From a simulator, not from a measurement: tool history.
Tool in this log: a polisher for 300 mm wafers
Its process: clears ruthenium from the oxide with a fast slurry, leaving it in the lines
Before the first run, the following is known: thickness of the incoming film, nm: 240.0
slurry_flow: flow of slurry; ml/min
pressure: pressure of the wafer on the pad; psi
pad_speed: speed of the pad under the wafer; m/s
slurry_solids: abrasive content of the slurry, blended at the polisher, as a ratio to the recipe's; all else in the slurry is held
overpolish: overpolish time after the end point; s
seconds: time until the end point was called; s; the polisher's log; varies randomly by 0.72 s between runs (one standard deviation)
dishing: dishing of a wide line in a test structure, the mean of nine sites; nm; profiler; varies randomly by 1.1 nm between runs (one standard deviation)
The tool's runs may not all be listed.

Run 1, hour 0: slurry_flow 315 ml/min, pressure 2.1 psi, pad_speed 1.1 m/s, slurry_solids 1, overpolish 28 s. Result: seconds 65.028 s, dishing 62.64 nm.
Run 2, hour 5.5: slurry_flow 315 ml/min, pressure 2 psi, pad_speed 1.1 m/s, slurry_solids 1, overpolish 30 s. Result: seconds 68.403 s, dishing 66.463 nm.
Run 3, hour 10.7: slurry_flow 315 ml/min, pressure 2 psi, pad_speed 1.1 m/s, slurry_solids 1, overpolish 31 s. Result: seconds 68.836 s, dishing 66.456 nm.
Run 4, hour 13.6: slurry_flow 315 ml/min, pressure 2 psi, pad_speed 1.1 m/s, slurry_solids 1.15, overpolish 31 s. Result: seconds 62.069 s, dishing 72.184 nm.
At hour 17.7: head pressure recalibrated.
Run 5, hour 17.7: slurry_flow 315 ml/min, pressure 2 psi, pad_speed 1.24 m/s, slurry_solids 1.15, overpolish 31 s. Result: seconds 53.837 s, dishing 81.869 nm.
Run 6, hour 24.8: slurry_flow 315 ml/min, pressure 2 psi, pad_speed 1.06 m/s, slurry_solids 1.15, overpolish 31 s. Result: seconds 62.157 s, dishing 73.942 nm.

Estimate the outcome of run 7 from the log above:
Run 7, hour 29.3: slurry_flow 315 ml/min, pressure 1.9 psi, pad_speed 1.06 m/s, slurry_solids 1.15, overpolish 31 s. Result: seconds ?, dishing ?.

{"run 7": {"seconds": 65.266, "dishing": 69.514}}
